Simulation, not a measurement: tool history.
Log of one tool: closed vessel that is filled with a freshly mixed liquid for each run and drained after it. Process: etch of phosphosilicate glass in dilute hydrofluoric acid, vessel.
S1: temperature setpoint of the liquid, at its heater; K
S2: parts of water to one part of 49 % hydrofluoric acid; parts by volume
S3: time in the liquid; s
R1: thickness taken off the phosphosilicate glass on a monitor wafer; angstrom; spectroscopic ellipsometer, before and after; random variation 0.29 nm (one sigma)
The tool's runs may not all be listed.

| run | hour | S1 | S2 | S3 | R1 |
|---|---|---|---|---|---|
| 1 | 0 | 294.15 | 80 | 30 | 181.52 |
| 2 | 0.8 | 294.15 | 80 | 30 | 180.15 |
| 3 | 5.9 | 295.65 | 70 | 30 | 222.54 |
| 4 | 14.8 | 296.65 | 65 | 30 | 252.89 |
| 5 | 19.7 | 296.65 | 65 | 30 | 252.53 |
| 6 | 24 | 295.15 | 65 | 30 | 237.17 |
| 7 | 28.7 | 296.15 | 60 | 30 | 267.23 |
| 8 | 37.2 | 297.15 | 55 | 30 | 310.4 |
| 9 | 45.9 | 298.15 | 50 | 30 | 358.99 |
| 10 | 51.8 | 298.65 | 50 | 30 | 365.16 |
| 11 | 55.7 | 302.15 | 35 | 30 | 611.76 |

Run 12 comes next. What will it give?
| 12 | 59.9 | 299.15 | 35 | 30 | ? |

{"run 12": {"R1": 540.52}}
